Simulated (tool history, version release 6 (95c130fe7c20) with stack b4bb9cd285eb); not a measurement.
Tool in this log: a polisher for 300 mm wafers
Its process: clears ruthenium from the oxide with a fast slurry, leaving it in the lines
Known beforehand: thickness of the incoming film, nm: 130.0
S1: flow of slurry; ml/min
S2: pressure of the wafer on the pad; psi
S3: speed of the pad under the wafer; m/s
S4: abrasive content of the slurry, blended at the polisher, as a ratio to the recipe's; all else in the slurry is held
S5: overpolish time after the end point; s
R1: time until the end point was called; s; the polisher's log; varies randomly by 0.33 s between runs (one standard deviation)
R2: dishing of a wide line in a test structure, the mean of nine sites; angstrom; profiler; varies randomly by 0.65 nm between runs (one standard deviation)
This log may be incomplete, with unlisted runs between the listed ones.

run,hour,S1,S2,S3,S4,S5,R1,R2
1,0.0,205,2.5,0.90,1.00,11,43.412,261.15
2,4.8,210,2.6,0.90,1.00,11,42.306,273.38
3,10.4,210,2.7,0.90,1.00,11,41.412,283.10
4,17.8,210,2.7,0.90,0.85,11,44.639,270.29
5,21.5,245,2.7,0.90,0.85,11,43.730,275.97
6,25.1,245,2.7,0.70,0.85,11,55.664,224.77
7,31.6,245,2.9,0.70,0.85,11,52.291,230.22
8,35.6,245,3.1,0.70,0.85,11,49.808,242.51

Run 9 is up next; what results do you expect?
9,39.2,245,3.3,0.72,0.85,11,?,?

{"run 9": {"R1": 46.047, "R2": 258.24}}
